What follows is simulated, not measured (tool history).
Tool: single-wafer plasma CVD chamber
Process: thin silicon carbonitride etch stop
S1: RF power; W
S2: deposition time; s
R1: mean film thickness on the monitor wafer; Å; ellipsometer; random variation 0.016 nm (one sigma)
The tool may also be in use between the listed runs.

run 1 hour=0 | S1=170 S2=10.7 | R1=52.752
run 2 hour=7.5 | S1=180 S2=11 | R1=55.078
run 3 hour=16 | S1=180 S2=12.3 | R1=61.116
run 4 hour=22 | S1=180 S2=11.7 | R1=58.326
run 5 hour=22.9 | S1=180 S2=10.6 | R1=52.515
run 6 hour=31.5 | S1=180 S2=9.9 | R1=49.163
run 7 hour=36.2 | S1=185 S2=10.5 | R1=52.649

The next listed run, before its measurement:
run 8 hour=42.5 | S1=190 S2=10.9 | R1=?

R1: 54.866 Å

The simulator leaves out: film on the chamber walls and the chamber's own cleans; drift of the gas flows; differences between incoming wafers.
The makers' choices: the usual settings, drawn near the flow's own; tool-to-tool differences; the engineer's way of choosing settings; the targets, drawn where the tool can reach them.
